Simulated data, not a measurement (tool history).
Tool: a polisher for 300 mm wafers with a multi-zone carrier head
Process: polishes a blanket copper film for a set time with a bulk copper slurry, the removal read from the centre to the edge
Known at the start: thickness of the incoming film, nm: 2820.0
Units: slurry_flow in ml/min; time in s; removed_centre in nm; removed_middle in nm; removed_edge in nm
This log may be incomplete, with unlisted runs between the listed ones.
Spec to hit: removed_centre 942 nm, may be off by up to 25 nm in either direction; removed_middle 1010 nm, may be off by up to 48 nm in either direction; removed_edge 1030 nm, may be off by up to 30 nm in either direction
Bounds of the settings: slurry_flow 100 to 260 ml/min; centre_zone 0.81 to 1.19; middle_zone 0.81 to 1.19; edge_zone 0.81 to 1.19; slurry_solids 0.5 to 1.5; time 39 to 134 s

Run 1, hour 0: slurry_flow 165 ml/min, centre_zone 1, middle_zone 1, edge_zone 1, slurry_solids 1, time 86 s. Result: removed_centre 890.81 nm, removed_middle 890.74 nm, removed_edge 886.81 nm.
Run 2, hour 2: slurry_flow 170 ml/min, centre_zone 1, middle_zone 1, edge_zone 1.02, slurry_solids 1, time 86 s. Result: removed_centre 893.18 nm, removed_middle 896.97 nm, removed_edge 885.85 nm.
Run 3, hour 9.9: slurry_flow 175 ml/min, centre_zone 0.99, middle_zone 1, edge_zone 1.03, slurry_solids 1.05, time 86 s. Result: removed_centre 909.39 nm, removed_middle 886.23 nm, removed_edge 911.68 nm.
Run 4, hour 10.7: slurry_flow 175 ml/min, centre_zone 0.99, middle_zone 1, edge_zone 1.03, slurry_solids 1.2, time 86 s. Result: removed_centre 928.28 nm, removed_middle 938.62 nm, removed_edge 935.56 nm.
Run 5, hour 14.4: slurry_flow 215 ml/min, centre_zone 0.99, middle_zone 1, edge_zone 1.03, slurry_solids 1.2, time 86 s. Result: removed_centre 947.41 nm, removed_middle 958.99 nm, removed_edge 959.92 nm.
Run 6, hour 21.1: slurry_flow 215 ml/min, centre_zone 0.99, middle_zone 0.94, edge_zone 1.03, slurry_solids 1.2, time 86 s. Result: removed_centre 948.77 nm, removed_middle 921.02 nm, removed_edge 952.32 nm.
Run 7, hour 23.2: slurry_flow 215 ml/min, centre_zone 0.98, middle_zone 0.95, edge_zone 1.04, slurry_solids 1.2, time 86 s. Result: removed_centre 943.84 nm, removed_middle 953.15 nm, removed_edge 954.73 nm.
Run 8, hour 31.4: slurry_flow 215 ml/min, centre_zone 0.98, middle_zone 0.95, edge_zone 1.06, slurry_solids 1.2, time 86 s. Result: removed_centre 936.43 nm, removed_middle 927.14 nm, removed_edge 971.44 nm.

Of the 5 settings listed for the next run, only one would bring every result within its allowed miss of target. Which one?
Run A, hour 39.6: slurry_flow 190 ml/min, centre_zone 0.86, middle_zone 0.9, edge_zone 0.94, slurry_solids 1.4, time 95 s. Result: removed_centre ?, removed_middle ?, removed_edge ?.
Run B, hour 39.6: slurry_flow 235 ml/min, centre_zone 0.96, middle_zone 0.92, edge_zone 1.11, slurry_solids 1.25, time 81 s. Result: removed_centre ?, removed_middle ?, removed_edge ?.
Run C, hour 39.6: slurry_flow 205 ml/min, centre_zone 1, middle_zone 0.81, edge_zone 1.1, slurry_solids 1.35, time 86 s. Result: removed_centre ?, removed_middle ?, removed_edge ?.
Run D, hour 39.6: slurry_flow 210 ml/min, centre_zone 0.94, middle_zone 0.95, edge_zone 1.16, slurry_solids 1.3, time 93 s. Result: removed_centre ?, removed_middle ?, removed_edge ?.
Run E, hour 39.6: slurry_flow 215 ml/min, centre_zone 0.97, middle_zone 0.9, edge_zone 1.14, slurry_solids 1.25, time 87 s. Result: removed_centre ?, removed_middle ?, removed_edge ?.

move  removed_centre  removed_middle  removed_edge
   A          929.12          995.28        1042.2
   B          886.44          865.63        962.09
   C          973.52          840.69        1020.1
   D          990.02            1010        1126.3
   E          949.88          905.82        1039.4
A: in spec on every target
B: moves away from the targets compared with the last run
C: corrects the largest miss of the last run, while another result sits out of spec
D: carries the result that was furthest off beyond its target, to the other side
E: corrects the largest miss of the last run, while another result sits out of spec
So the answer is move A, the one that meets all the targets.
